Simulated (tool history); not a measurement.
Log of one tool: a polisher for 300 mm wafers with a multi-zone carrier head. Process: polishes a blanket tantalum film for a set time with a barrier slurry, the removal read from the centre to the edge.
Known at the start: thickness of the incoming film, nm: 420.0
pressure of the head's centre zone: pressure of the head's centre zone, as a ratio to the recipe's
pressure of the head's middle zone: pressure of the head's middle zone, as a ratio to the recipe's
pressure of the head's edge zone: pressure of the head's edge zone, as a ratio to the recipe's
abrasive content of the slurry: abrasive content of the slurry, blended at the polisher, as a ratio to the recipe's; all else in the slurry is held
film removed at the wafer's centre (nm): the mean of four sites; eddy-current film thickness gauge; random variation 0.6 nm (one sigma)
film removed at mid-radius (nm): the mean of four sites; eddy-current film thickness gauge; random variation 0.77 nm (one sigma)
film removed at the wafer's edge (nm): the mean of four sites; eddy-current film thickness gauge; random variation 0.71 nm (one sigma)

run  hour  flow of slurry (ml/min)  pressure of the head's centre zone  pressure of the head's middle zone  pressure of the head's edge zone  abrasive content of the slurry  polishing time (s)  film removed at the wafer's centre (nm)  film removed at mid-radius (nm)  film removed at the wafer's edge (nm)
  1   0.0                      215                                1.00                                1.00                              1.00                            1.00                  73                                   79.638                           79.880                                 79.911
  2   4.7                      210                                0.98                                0.98                              0.98                            0.85                  69                                   69.642                           70.247                                 71.736
  3   6.6                      210                                0.98                                0.98                              0.98                            0.95                  69                                   71.606                           73.595                                 73.307
  4  10.2                      210                                0.98                                0.94                              0.98                            0.95                  69                                   71.147                           69.404                                 73.233
  5  18.2                      210                                1.03                                0.94                              0.98                            0.95                  69                                   75.191                           70.509                                 74.099
  6  26.0                      210                                1.03                                1.02                              0.98                            0.95                  69                                   76.080                           76.160                                 73.072
  7  28.8                      205                                1.01                                1.00                              0.96                            0.85                  66                                   68.886                           68.873                                 69.076
  8  35.9                      210                                0.99                                1.01                              0.94                            0.60                  49                                   44.547                           47.063                                 44.200
  9  37.1                      215                                1.02                                1.02                              1.04                            0.75                  49                                   51.065                           49.527                                 49.422
 10  44.3                      210                                1.00                                1.01                              1.05                            0.80                  49                                   50.221                           50.405                                 50.553

Forecast run 11:
     50.1  -- slurry nozzle cleaned
 11  50.1                      205                                0.99                                1.00                              1.06                            0.85                  49                                        ?                                ?                                      ?

Run 11 gave film removed at the wafer's centre (nm) 52.828, film removed at mid-radius (nm) 55.927, film removed at the wafer's edge (nm) 54.990.

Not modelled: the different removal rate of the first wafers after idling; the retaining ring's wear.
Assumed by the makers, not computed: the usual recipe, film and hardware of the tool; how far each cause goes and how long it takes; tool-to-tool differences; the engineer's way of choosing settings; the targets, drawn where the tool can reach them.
